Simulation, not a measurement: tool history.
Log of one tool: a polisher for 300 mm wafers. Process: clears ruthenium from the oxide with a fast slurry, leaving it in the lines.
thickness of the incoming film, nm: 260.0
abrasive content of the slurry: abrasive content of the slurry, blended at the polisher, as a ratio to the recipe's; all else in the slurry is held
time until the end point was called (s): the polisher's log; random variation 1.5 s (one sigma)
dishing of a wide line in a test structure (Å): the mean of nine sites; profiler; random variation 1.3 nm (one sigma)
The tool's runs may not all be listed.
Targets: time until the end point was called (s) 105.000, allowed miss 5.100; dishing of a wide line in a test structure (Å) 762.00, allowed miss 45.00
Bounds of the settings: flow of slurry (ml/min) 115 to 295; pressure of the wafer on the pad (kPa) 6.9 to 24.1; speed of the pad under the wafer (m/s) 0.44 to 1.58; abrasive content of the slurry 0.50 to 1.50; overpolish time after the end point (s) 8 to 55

run  hour  flow of slurry (ml/min)  pressure of the wafer on the pad (kPa)  speed of the pad under the wafer (m/s)  abrasive content of the slurry  overpolish time after the end point (s)  time until the end point was called (s)  dishing of a wide line in a test structure (Å)
  1   0.0                      190                                    15.2                                    1.00                            1.00                                       28                                   75.076                                          714.10
  2   5.2                      155                                    15.2                                    1.00                            1.00                                       28                                   74.404                                          705.13
  3  10.5                      155                                    13.8                                    1.00                            1.00                                       32                                   84.908                                          766.85
  4  13.1                      155                                    13.1                                    1.00                            1.00                                       33                                   87.073                                          694.10
  5  20.7                      155                                    12.4                                    0.98                            1.00                                       36                                   94.072                                          726.57
  6  24.9                      155                                    11.7                                    0.98                            1.00                                       38                                   97.703                                          739.41
  7  33.3                      155                                    11.7                                    0.98                            1.00                                       39                                   99.834                                          774.42
  8  35.5                      155                                    11.7                                    0.98                            1.00                                       39                                   98.865                                          748.84
  9  41.9                      155                                    11.7                                    0.98                            1.00                                       40                                   98.723                                          779.84
 10  46.0                      150                                    10.3                                    0.98                            1.00                                       41                                  111.060                                          714.27

5 next moves are on the table. One of them brings every result within its allowed miss. Which?
  A  50.1                      125                                    11.0                                    1.32                            0.60                                       42                                        ?                                               ?
  B  50.1                      150                                     9.7                                    1.10                            1.10                                       37                                        ?                                               ?
  C  50.1                      245                                    11.0                                    0.94                            0.90                                       43                                        ?                                               ?
  D  50.1                      175                                    11.7                                    0.82                            1.10                                       36                                        ?                                               ?
  E  50.1                      155                                     8.3                                    1.20                            1.15                                       46                                        ?                                               ?

move  time until the end point was called (s)  dishing of a wide line in a test structure (Å)
   A                                  113.320                                          710.00
   B                                  105.900                                          677.06
   C                                  104.910                                          768.79
   D                                  103.880                                          672.58
   E                                  112.510                                          767.25
A: further off than the last run
B: brings the result that was furthest off to its target, and leaves another outside
C: meets every target
D: brings the result that was furthest off to its target, and leaves another outside
E: further off than the last run
The right move is C.

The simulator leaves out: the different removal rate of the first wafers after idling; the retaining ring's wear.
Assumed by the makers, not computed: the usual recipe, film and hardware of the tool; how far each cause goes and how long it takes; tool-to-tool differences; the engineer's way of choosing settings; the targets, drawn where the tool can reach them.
